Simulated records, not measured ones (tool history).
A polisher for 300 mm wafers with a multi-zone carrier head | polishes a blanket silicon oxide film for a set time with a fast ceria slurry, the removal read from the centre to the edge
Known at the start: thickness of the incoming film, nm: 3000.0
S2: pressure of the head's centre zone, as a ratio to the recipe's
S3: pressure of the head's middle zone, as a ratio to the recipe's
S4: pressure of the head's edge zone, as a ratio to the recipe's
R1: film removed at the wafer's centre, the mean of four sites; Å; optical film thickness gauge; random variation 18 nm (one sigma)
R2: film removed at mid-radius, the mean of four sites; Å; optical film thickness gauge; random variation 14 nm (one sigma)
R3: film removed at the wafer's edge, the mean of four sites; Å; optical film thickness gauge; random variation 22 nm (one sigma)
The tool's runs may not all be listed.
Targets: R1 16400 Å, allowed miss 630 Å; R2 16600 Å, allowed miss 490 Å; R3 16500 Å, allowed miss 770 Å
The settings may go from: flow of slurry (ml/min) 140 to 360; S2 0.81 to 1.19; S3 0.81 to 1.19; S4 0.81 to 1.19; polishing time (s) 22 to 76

run 1 hour=0 | flow_of_slurry_(ml/min)=230 S2=1 S3=1 S4=1 polishing_time_(s)=49 | R1=11876 R2=12586 R3=12528
run 2 hour=8.8 | flow_of_slurry_(ml/min)=270 S2=1 S3=1 S4=1 polishing_time_(s)=49 | R1=12232 R2=12636 R3=12852
run 3 hour=12.9 | flow_of_slurry_(ml/min)=270 S2=1 S3=1 S4=1.08 polishing_time_(s)=49 | R1=12236 R2=12637 R3=13273
run 4 hour=17.7 | flow_of_slurry_(ml/min)=270 S2=1 S3=1 S4=1.08 polishing_time_(s)=56 | R1=14137 R2=14492 R3=15069
run 5 hour=21.7 | flow_of_slurry_(ml/min)=270 S2=1 S3=1 S4=1.08 polishing_time_(s)=48 | R1=11811 R2=12444 R3=12980
-- hour=26.9 centre zone pressure recalibrated
run 6 hour=26.9 | flow_of_slurry_(ml/min)=275 S2=1.01 S3=1.01 S4=1.09 polishing_time_(s)=49 | R1=13227 R2=12470 R3=13402
run 7 hour=35 | flow_of_slurry_(ml/min)=275 S2=1 S3=1.03 S4=1.1 polishing_time_(s)=51 | R1=13640 R2=13490 R3=14095
run 8 hour=37.2 | flow_of_slurry_(ml/min)=275 S2=0.99 S3=1.05 S4=1.11 polishing_time_(s)=52 | R1=14032 R2=13896 R3=14220
run 9 hour=39 | flow_of_slurry_(ml/min)=290 S2=0.97 S3=1.1 S4=1.16 polishing_time_(s)=60 | R1=15793 R2=17158 R3=16614

Which of these 4 next moves meets every target?
run A hour=40.8 | flow_of_slurry_(ml/min)=250 S2=0.9 S3=1.15 S4=1.04 polishing_time_(s)=63 | R1=? R2=? R3=?
run B hour=40.8 | flow_of_slurry_(ml/min)=330 S2=1.05 S3=1.15 S4=1.18 polishing_time_(s)=57 | R1=? R2=? R3=?
run C hour=40.8 | flow_of_slurry_(ml/min)=290 S2=0.96 S3=1.18 S4=1.11 polishing_time_(s)=60 | R1=? R2=? R3=?
run D hour=40.8 | flow_of_slurry_(ml/min)=270 S2=0.91 S3=1.07 S4=1.11 polishing_time_(s)=61 | R1=? R2=? R3=?

move=A R1=14949 R2=17996 R3=16597
move=B R1=16228 R2=16758 R3=16376
move=C R1=15446 R2=17810 R3=16536
move=D R1=14772 R2=16553 R3=16735
A: further off than the last run
B: meets every target
C: further off than the last run
D: brings the result that was furthest off to its target, and leaves another outside
The right move is B.

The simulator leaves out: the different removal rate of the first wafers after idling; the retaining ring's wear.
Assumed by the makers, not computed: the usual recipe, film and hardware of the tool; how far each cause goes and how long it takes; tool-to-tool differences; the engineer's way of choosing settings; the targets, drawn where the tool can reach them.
